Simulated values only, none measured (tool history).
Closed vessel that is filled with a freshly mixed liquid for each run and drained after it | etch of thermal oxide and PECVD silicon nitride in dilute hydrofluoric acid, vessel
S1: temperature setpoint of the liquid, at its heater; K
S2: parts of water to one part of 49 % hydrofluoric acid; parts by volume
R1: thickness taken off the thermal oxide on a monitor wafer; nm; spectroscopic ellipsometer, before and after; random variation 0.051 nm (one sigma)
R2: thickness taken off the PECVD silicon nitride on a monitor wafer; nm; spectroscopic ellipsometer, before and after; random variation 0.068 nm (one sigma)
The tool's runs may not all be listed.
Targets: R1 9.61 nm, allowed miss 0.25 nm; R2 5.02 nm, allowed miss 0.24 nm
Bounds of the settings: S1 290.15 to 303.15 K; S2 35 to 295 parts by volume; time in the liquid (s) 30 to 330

Run 1, hour 0: S1 295.15 K, S2 165 parts by volume, time in the liquid (s) 170. Result: R1 4.7784 nm, R2 2.2807 nm.
Run 2, hour 5.8: S1 295.15 K, S2 165 parts by volume, time in the liquid (s) 220. Result: R1 6.2087 nm, R2 3.0091 nm.
Run 3, hour 7.4: S1 295.15 K, S2 165 parts by volume, time in the liquid (s) 265. Result: R1 7.4341 nm, R2 3.654 nm.
Run 4, hour 16.6: S1 296.15 K, S2 160 parts by volume, time in the liquid (s) 265. Result: R1 8.0169 nm, R2 3.9214 nm.
Run 5, hour 23.7: S1 293.65 K, S2 160 parts by volume, time in the liquid (s) 265. Result: R1 7.2684 nm, R2 3.441 nm.
Run 6, hour 32.1: S1 291.65 K, S2 160 parts by volume, time in the liquid (s) 265. Result: R1 6.7338 nm, R2 2.9911 nm.
Run 7, hour 39.7: S1 295.65 K, S2 135 parts by volume, time in the liquid (s) 260. Result: R1 9.4669 nm, R2 4.5279 nm.
Run 8, hour 43.5: S1 296.15 K, S2 140 parts by volume, time in the liquid (s) 260. Result: R1 9.154 nm, R2 4.4782 nm.

Which of these 5 next moves meets every target?
Run A, hour 47.3: S1 296.65 K, S2 155 parts by volume, time in the liquid (s) 270. Result: R1 ?, R2 ?.
Run B, hour 47.3: S1 299.15 K, S2 140 parts by volume, time in the liquid (s) 245. Result: R1 ?, R2 ?.
Run C, hour 47.3: S1 300.15 K, S2 165 parts by volume, time in the liquid (s) 270. Result: R1 ?, R2 ?.
Run D, hour 47.3: S1 298.65 K, S2 170 parts by volume, time in the liquid (s) 330. Result: R1 ?, R2 ?.
Run E, hour 47.3: S1 295.15 K, S2 155 parts by volume, time in the liquid (s) 320. Result: R1 ?, R2 ?.

move      R1      R2
   A  8.6805  4.2826
   B  9.7594  5.0471
   C    9.19  5.0267
   D  10.255  5.4272
   E  9.7094  4.6035
A: further off than the last run
B: meets every target
C: brings the result that was furthest off to its target, and leaves another outside
D: takes the result that was furthest off past its target
E: nearer than the last run, and not there yet
Answer: B
